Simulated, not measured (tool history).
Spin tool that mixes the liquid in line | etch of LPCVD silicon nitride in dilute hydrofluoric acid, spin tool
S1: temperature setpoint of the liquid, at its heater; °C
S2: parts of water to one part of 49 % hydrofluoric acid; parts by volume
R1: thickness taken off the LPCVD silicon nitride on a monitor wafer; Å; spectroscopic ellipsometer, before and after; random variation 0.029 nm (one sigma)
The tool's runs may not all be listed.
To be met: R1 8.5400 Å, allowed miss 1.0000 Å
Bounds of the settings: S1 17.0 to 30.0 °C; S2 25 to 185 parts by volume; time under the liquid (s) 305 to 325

{"run": 1, "day": 0.0, "S1": 22.0, "S2": 105, "time under the liquid (s)": 305, "R1": 13.589}
{"run": 2, "day": 0.138, "S1": 22.0, "S2": 105, "time under the liquid (s)": 325, "R1": 14.233}
{"run": 3, "day": 0.392, "S1": 21.5, "S2": 110, "time under the liquid (s)": 320, "R1": 12.119}
{"run": 4, "day": 0.746, "S1": 21.5, "S2": 125, "time under the liquid (s)": 320, "R1": 11.378}
{"run": 5, "day": 1.021, "S1": 21.0, "S2": 125, "time under the liquid (s)": 320, "R1": 11.144}
{"run": 6, "day": 1.2, "S1": 20.5, "S2": 130, "time under the liquid (s)": 320, "R1": 10.371}
{"run": 7, "day": 1.283, "S1": 20.0, "S2": 130, "time under the liquid (s)": 320, "R1": 9.9517}
{"run": 8, "day": 1.396, "S1": 19.5, "S2": 130, "time under the liquid (s)": 320, "R1": 9.6183}

5 next moves are on the table. One of them brings every result within its allowed miss. Which?
{"run": "A", "day": 1.508, "S1": 20.0, "S2": 120, "time under the liquid (s)": 315, "R1": "?"}
{"run": "B", "day": 1.508, "S1": 18.5, "S2": 130, "time under the liquid (s)": 305, "R1": "?"}
{"run": "C", "day": 1.508, "S1": 21.0, "S2": 130, "time under the liquid (s)": 320, "R1": "?"}
{"run": "D", "day": 1.508, "S1": 20.5, "S2": 130, "time under the liquid (s)": 325, "R1": "?"}
{"run": "E", "day": 1.508, "S1": 17.5, "S2": 95, "time under the liquid (s)": 320, "R1": "?"}

move=A R1=10.6720
move=B R1=8.6344
move=C R1=10.7230
move=D R1=10.5320
move=E R1=11.4630
A: further off than the last run
B: meets every target
C: further off than the last run
D: further off than the last run
E: further off than the last run
Move B is the one to make.
